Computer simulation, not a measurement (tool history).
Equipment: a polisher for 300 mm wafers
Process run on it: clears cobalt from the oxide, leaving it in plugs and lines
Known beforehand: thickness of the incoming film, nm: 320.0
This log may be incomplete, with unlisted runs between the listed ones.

run	hour	flow of slurry (ml/min)	pressure of the wafer on the pad (kPa)	speed of the pad under the wafer (cm/s)	overpolish time after the end point (s)	time until the end point was called (s)	dishing of a wide line in a test structure (Å)
1	0	285	13.8	86	17	87.785	423.66
2	2.9	285	13.8	94	17	83.961	432.09
3	8.8	285	13.1	94	18	87.525	433.93
4	14.1	285	13.1	94	12	85.56	348.91
5	21.9	285	15.9	94	12	71.957	372.31
6	25.5	285	14.5	94	13	78.565	370.72
7	29.4	285	13.8	94	14	81.308	382.03

What will run 8 give?
8	37.4	285	13.8	94	14	?	?

Run 8 yielded time until the end point was called (s) 81.567, dishing of a wide line in a test structure (Å) 388.29.
